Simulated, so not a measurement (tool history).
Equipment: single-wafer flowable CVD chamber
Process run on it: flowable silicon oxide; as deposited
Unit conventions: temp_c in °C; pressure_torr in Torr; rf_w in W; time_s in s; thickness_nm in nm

run 1 hour=0 | temp_c=100 pressure_torr=0.987 rf_w=1775 time_s=236 | thickness_nm=203
run 2 hour=2.2 | temp_c=100 pressure_torr=0.987 rf_w=1550 time_s=236 | thickness_nm=197.8
run 3 hour=5.2 | temp_c=98 pressure_torr=0.987 rf_w=1550 time_s=236 | thickness_nm=207.25
run 4 hour=14.2 | temp_c=98 pressure_torr=1.1 rf_w=1550 time_s=236 | thickness_nm=226.21
run 5 hour=15.7 | temp_c=104 pressure_torr=1.1 rf_w=1550 time_s=236 | thickness_nm=188
run 6 hour=19.3 | temp_c=104 pressure_torr=1.1 rf_w=1550 time_s=225 | thickness_nm=180.5

Run 7 is up next; what results do you expect?
run 7 hour=23.2 | temp_c=102 pressure_torr=1.101 rf_w=1550 time_s=225 | thickness_nm=?

Run 7 produced thickness_nm 190.7 nm.

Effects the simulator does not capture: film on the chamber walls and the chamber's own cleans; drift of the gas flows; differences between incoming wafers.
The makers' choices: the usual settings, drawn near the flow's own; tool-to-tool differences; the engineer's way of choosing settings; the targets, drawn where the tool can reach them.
